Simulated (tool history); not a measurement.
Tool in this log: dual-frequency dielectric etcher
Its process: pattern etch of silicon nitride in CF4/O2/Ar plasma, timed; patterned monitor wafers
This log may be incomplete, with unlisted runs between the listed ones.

run,day,source power (kW),bias power (kW),Ar flow (sccm),CF4 flow (sccm),etch time (s),mean etch depth across the wafer (Å)
1,0.000,0.510,0.046,77,96,16.5,317.66
2,0.296,0.540,0.046,77,96,16.5,324.47
3,0.412,0.570,0.047,76,97,16.5,344.86
4,0.475,0.590,0.047,76,97,16.5,351.94
5,0.825,0.590,0.047,67,97,16.5,356.33
6,1.092,0.590,0.047,67,97,17.0,367.60
7,1.338,0.610,0.047,67,97,17.0,373.47
8,1.512,0.630,0.047,67,97,17.0,384.20
9,1.562,0.640,0.047,67,97,17.0,390.28
10,1.783,0.650,0.047,67,97,17.0,393.02
11,1.988,0.660,0.047,67,97,17.0,399.22
12,2.317,0.670,0.047,67,97,17.0,396.19

Forecast run 13:
13,2.412,0.680,0.048,67,97,17.0,?

mean etch depth across the wafer (Å): 405.91
